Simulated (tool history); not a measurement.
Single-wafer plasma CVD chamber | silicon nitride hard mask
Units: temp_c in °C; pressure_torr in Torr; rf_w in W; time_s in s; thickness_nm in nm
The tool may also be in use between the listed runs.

{"run": 1, "hour": 0.0, "temp_c": 420, "pressure_torr": 1.41, "rf_w": 295, "time_s": 65.9, "thickness_nm": 62.592}
{"run": 2, "hour": 8.7, "temp_c": 420, "pressure_torr": 1.36, "rf_w": 290, "time_s": 65.9, "thickness_nm": 60.977}
{"run": 3, "hour": 11.4, "temp_c": 420, "pressure_torr": 1.36, "rf_w": 325, "time_s": 65.9, "thickness_nm": 67.108}
{"run": 4, "hour": 20.2, "temp_c": 420, "pressure_torr": 1.3, "rf_w": 315, "time_s": 65.9, "thickness_nm": 63.043}
{"run": 5, "hour": 27.2, "temp_c": 426, "pressure_torr": 1.3, "rf_w": 315, "time_s": 65.9, "thickness_nm": 63.901}
{"run": 6, "hour": 30.3, "temp_c": 426, "pressure_torr": 1.24, "rf_w": 310, "time_s": 65.9, "thickness_nm": 61.148}
{"run": 7, "hour": 38.1, "temp_c": 426, "pressure_torr": 1.2, "rf_w": 310, "time_s": 65.9, "thickness_nm": 59.601}
{"run": 8, "hour": 43.9, "temp_c": 426, "pressure_torr": 1.18, "rf_w": 310, "time_s": 65.9, "thickness_nm": 59.237}

Forecast run 9:
{"run": 9, "hour": 45.2, "temp_c": 426, "pressure_torr": 1.16, "rf_w": 310, "time_s": 65.9, "thickness_nm": "?"}

{"run 9": {"thickness_nm": 58.796}}

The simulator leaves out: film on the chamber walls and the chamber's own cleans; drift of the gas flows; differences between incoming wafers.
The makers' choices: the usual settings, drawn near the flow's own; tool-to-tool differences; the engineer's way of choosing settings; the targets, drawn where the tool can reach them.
